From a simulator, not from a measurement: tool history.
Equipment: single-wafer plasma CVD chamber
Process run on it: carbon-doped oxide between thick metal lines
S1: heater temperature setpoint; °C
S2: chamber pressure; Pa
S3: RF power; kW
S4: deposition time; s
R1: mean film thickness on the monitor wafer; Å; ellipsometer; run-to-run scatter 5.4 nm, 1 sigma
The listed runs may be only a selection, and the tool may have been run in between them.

| run | hour | S1 | S2 | S3 | S4 | R1 |
|---|---|---|---|---|---|---|
| 1 | 0.0 | 340 | 832 | 0.450 | 311 | 15228 |
| 2 | 2.9 | 339 | 843 | 0.455 | 311 | 15469 |
| 3 | 9.6 | 339 | 843 | 0.455 | 311 | 15395 |
| 4 | 15.1 | 338 | 852 | 0.460 | 311 | 15698 |
| 5 | 20.1 | 338 | 937 | 0.460 | 311 | 15781 |
| 6 | 26.8 | 345 | 937 | 0.460 | 311 | 15430 |

Run 7 has not been measured yet. What should we expect?
| 7 | 29.0 | 344 | 948 | 0.465 | 311 | ? |

{"run 7": {"R1": 15593}}
